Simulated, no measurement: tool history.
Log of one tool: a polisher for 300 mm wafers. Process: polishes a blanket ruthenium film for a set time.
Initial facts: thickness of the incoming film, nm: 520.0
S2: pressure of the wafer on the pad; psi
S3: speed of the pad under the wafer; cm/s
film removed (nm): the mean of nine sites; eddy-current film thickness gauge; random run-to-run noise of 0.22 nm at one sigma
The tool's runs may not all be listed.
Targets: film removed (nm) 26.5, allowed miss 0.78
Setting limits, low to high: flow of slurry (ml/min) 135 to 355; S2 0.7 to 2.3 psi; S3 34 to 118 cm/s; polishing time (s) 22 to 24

Run 1, hour 0: flow of slurry (ml/min) 225, S2 1.5 psi, S3 76 cm/s, polishing time (s) 24. Result: film removed (nm) 14.33.
Run 2, hour 1.5: flow of slurry (ml/min) 230, S2 1.6 psi, S3 76 cm/s, polishing time (s) 24. Result: film removed (nm) 15.392.
Run 3, hour 7.1: flow of slurry (ml/min) 230, S2 1.9 psi, S3 76 cm/s, polishing time (s) 24. Result: film removed (nm) 17.396.
Run 4, hour 10.4: flow of slurry (ml/min) 205, S2 1.9 psi, S3 76 cm/s, polishing time (s) 24. Result: film removed (nm) 17.682.
Run 5, hour 16.7: flow of slurry (ml/min) 205, S2 1.9 psi, S3 90 cm/s, polishing time (s) 24. Result: film removed (nm) 20.498.
Run 6, hour 20.8: flow of slurry (ml/min) 205, S2 1.9 psi, S3 98 cm/s, polishing time (s) 24. Result: film removed (nm) 22.235.
Run 7, hour 29.6: flow of slurry (ml/min) 205, S2 2 psi, S3 98 cm/s, polishing time (s) 24. Result: film removed (nm) 22.937.
Run 8, hour 36.1: flow of slurry (ml/min) 205, S2 2.2 psi, S3 98 cm/s, polishing time (s) 24. Result: film removed (nm) 25.507.

Consider the 4 candidate settings below. Which is the only one whose results all fall within their allowed miss of target?
Run A, hour 42.6: flow of slurry (ml/min) 300, S2 2.1 psi, S3 110 cm/s, polishing time (s) 24. Result: film removed (nm) ?.
Run B, hour 42.6: flow of slurry (ml/min) 260, S2 2.2 psi, S3 110 cm/s, polishing time (s) 22. Result: film removed (nm) ?.
Run C, hour 42.6: flow of slurry (ml/min) 205, S2 1.9 psi, S3 110 cm/s, polishing time (s) 24. Result: film removed (nm) ?.
Run D, hour 42.6: flow of slurry (ml/min) 210, S2 2 psi, S3 102 cm/s, polishing time (s) 24. Result: film removed (nm) ?.

move  film removed (nm)
   A             28.807
   B             27.131
   C             25.203
   D             24.581
A: pushes the last run's worst result past its target
B: meets every target
C: lands further from the targets than the last run did
D: lands further from the targets than the last run did
So the answer is move B, the one that meets all the targets.
